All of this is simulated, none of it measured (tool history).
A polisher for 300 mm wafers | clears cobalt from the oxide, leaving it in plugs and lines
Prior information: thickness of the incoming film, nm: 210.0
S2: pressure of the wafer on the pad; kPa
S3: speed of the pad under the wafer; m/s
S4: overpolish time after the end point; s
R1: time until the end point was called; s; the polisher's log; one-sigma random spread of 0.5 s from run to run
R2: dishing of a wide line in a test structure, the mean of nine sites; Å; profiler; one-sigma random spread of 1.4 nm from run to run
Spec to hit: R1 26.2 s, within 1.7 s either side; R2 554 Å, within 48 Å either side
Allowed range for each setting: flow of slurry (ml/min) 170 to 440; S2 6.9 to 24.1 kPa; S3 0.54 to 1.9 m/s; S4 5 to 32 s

{"run": 1, "day": 0.0, "flow of slurry (ml/min)": 280, "S2": 15.2, "S3": 1.22, "S4": 16, "R1": 38.4, "R2": 458.2}
{"run": 2, "day": 0.283, "flow of slurry (ml/min)": 280, "S2": 15.2, "S3": 1.32, "S4": 16, "R1": 35.894, "R2": 523.23}
{"run": 3, "day": 0.367, "flow of slurry (ml/min)": 325, "S2": 15.2, "S3": 1.32, "S4": 16, "R1": 34.801, "R2": 482.19}
{"run": 4, "day": 0.396, "flow of slurry (ml/min)": 330, "S2": 16.5, "S3": 1.34, "S4": 16, "R1": 31.899, "R2": 549.13}
{"run": 5, "day": 0.617, "flow of slurry (ml/min)": 330, "S2": 16.5, "S3": 1.34, "S4": 9, "R1": 31.728, "R2": 376.44}
{"run": 6, "day": 0.683, "flow of slurry (ml/min)": 360, "S2": 16.5, "S3": 1.34, "S4": 9, "R1": 30.77, "R2": 391.01}
{"day": 0.971, "done": "worn pad replaced by a new one"}
{"run": 7, "day": 0.971, "flow of slurry (ml/min)": 360, "S2": 17.2, "S3": 1.36, "S4": 11, "R1": 28.592, "R2": 462.55}
{"run": 8, "day": 1.154, "flow of slurry (ml/min)": 360, "S2": 17.9, "S3": 1.36, "S4": 12, "R1": 27.158, "R2": 492.86}

Pick the move, out of 4, that brings all results within their allowed miss; only one does.
{"run": "A", "day": 1.338, "flow of slurry (ml/min)": 405, "S2": 17.9, "S3": 1.18, "S4": 11, "R1": "?", "R2": "?"}
{"run": "B", "day": 1.338, "flow of slurry (ml/min)": 360, "S2": 17.2, "S3": 1.46, "S4": 8, "R1": "?", "R2": "?"}
{"run": "C", "day": 1.338, "flow of slurry (ml/min)": 370, "S2": 17.9, "S3": 1.4, "S4": 17, "R1": "?", "R2": "?"}
{"run": "D", "day": 1.338, "flow of slurry (ml/min)": 375, "S2": 15.9, "S3": 1.48, "S4": 9, "R1": "?", "R2": "?"}

move=A R1=30.694 R2=450.4
move=B R1=26.155 R2=412
move=C R1=26.169 R2=575.58
move=D R1=27.902 R2=424.92
A: the biggest miss grows against the last run
B: the biggest miss grows against the last run
C: all results in spec
D: the biggest miss grows against the last run
Answer: C

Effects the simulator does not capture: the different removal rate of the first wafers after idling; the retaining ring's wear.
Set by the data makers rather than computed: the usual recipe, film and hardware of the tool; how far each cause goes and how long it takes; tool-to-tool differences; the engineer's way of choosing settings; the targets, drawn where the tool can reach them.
